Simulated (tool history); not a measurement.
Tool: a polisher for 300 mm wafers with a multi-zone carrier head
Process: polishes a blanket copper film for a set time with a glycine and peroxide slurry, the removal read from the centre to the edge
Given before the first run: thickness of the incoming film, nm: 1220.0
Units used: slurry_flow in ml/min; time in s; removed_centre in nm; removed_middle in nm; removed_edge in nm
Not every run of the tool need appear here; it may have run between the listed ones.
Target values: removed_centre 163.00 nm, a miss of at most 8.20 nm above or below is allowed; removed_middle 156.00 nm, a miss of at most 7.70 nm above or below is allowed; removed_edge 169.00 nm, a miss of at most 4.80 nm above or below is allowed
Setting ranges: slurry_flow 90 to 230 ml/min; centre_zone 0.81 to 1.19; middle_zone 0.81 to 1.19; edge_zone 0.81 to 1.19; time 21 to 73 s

| run | day | slurry_flow | centre_zone | middle_zone | edge_zone | time | removed_centre | removed_middle | removed_edge |
|---|---|---|---|---|---|---|---|---|---|
| 1 | 0.000 | 150 | 1.00 | 1.00 | 1.00 | 47 | 149.44 | 139.58 | 140.53 |
| 2 | 0.275 | 150 | 1.00 | 0.97 | 1.00 | 47 | 150.17 | 138.29 | 138.49 |
| 3 | 0.562 | 150 | 1.00 | 0.97 | 0.92 | 47 | 143.83 | 141.09 | 135.20 |
| 4 | 0.883 | 150 | 1.03 | 0.97 | 0.92 | 47 | 151.24 | 136.98 | 134.70 |
| 5 | 1.096 | 180 | 1.03 | 0.97 | 0.92 | 47 | 158.68 | 143.61 | 136.79 |
| 6 | 1.154 | 180 | 1.03 | 1.05 | 0.92 | 47 | 156.69 | 150.90 | 137.11 |
| 7 | 1.488 | 180 | 1.02 | 1.04 | 0.94 | 48 | 159.52 | 154.72 | 142.02 |
| 8 | 1.588 | 195 | 0.95 | 0.94 | 1.04 | 50 | 156.54 | 152.79 | 158.07 |
| 9 | 1.900 | 195 | 0.95 | 0.94 | 1.05 | 50 | 152.50 | 149.77 | 158.13 |

Exercise: of the 4 proposed moves below, exactly one satisfies all targets within the stated allowed misses. Which move is it?
| A | 2.212 | 180 | 0.99 | 0.90 | 1.02 | 52 | ? | ? | ? |
| B | 2.212 | 185 | 0.96 | 0.94 | 1.10 | 53 | ? | ? | ? |
| C | 2.212 | 195 | 1.03 | 0.94 | 0.99 | 48 | ? | ? | ? |
| D | 2.212 | 185 | 0.87 | 1.12 | 0.97 | 49 | ? | ? | ? |

| move | removed_centre | removed_middle | removed_edge |
|---|---|---|---|
| A | 166.30 | 150.99 | 160.00 |
| B | 165.05 | 158.24 | 169.53 |
| C | 161.74 | 144.29 | 146.73 |
| D | 138.29 | 162.00 | 147.37 |
A: gains on the last run, yet a result remains outside its allowed miss
B: every result within its allowed miss
C: further off than the last run
D: further off than the last run
Move B is the one to make.
